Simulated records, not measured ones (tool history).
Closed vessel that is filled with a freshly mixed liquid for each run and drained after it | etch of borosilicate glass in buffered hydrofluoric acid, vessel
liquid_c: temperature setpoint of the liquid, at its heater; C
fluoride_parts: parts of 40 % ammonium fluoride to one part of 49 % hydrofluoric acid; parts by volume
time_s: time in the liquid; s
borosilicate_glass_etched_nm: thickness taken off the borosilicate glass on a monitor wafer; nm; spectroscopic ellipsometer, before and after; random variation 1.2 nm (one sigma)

| run | day | liquid_c | fluoride_parts | time_s | borosilicate_glass_etched_nm |
|---|---|---|---|---|---|
| 1 | 0.000 | 20.0 | 20.0 | 170 | 91.432 |
| 2 | 0.242 | 21.5 | 20.0 | 170 | 100.310 |
| 3 | 0.375 | 21.5 | 20.0 | 170 | 98.188 |
| 4 | 0.412 | 23.0 | 20.0 | 170 | 108.970 |
| 5 | 0.767 | 23.0 | 20.0 | 170 | 108.140 |
| 6 | 0.950 | 23.0 | 14.5 | 170 | 149.750 |

Run 7 comes next. What will it give?
| 7 | 1.183 | 22.5 | 14.5 | 170 | ? |

borosilicate_glass_etched_nm: 146.680 nm
